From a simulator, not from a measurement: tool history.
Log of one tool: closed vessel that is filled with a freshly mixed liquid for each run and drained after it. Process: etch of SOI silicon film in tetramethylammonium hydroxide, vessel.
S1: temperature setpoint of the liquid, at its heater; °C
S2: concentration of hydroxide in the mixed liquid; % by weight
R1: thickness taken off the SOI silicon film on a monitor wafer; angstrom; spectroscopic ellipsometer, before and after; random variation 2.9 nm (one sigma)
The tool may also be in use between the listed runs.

Run 1, hour 0: S1 71 °C, S2 12.5 % by weight, time in the liquid (s) 35. Result: R1 2618.8 angstrom.
Run 2, hour 2: S1 72.5 °C, S2 12.5 % by weight, time in the liquid (s) 35. Result: R1 2827.1 angstrom.
Run 3, hour 6.9: S1 72.5 °C, S2 12.5 % by weight, time in the liquid (s) 30. Result: R1 2478 angstrom.
Run 4, hour 9.1: S1 74.5 °C, S2 12.5 % by weight, time in the liquid (s) 30. Result: R1 2771.5 angstrom.
Run 5, hour 9.7: S1 74.5 °C, S2 12.5 % by weight, time in the liquid (s) 30. Result: R1 2683.8 angstrom.
Run 6, hour 11.3: S1 74.5 °C, S2 10.5 % by weight, time in the liquid (s) 30. Result: R1 2932.5 angstrom.
Run 7, hour 13.4: S1 76 °C, S2 10.5 % by weight, time in the liquid (s) 30. Result: R1 3206.2 angstrom.
Run 8, hour 20.1: S1 76.5 °C, S2 10.5 % by weight, time in the liquid (s) 30. Result: R1 3251.4 angstrom.

The next listed run, before its measurement:
Run 9, hour 21.3: S1 77 °C, S2 10.5 % by weight, time in the liquid (s) 30. Result: R1 ?.

R1: 3395.2 angstrom

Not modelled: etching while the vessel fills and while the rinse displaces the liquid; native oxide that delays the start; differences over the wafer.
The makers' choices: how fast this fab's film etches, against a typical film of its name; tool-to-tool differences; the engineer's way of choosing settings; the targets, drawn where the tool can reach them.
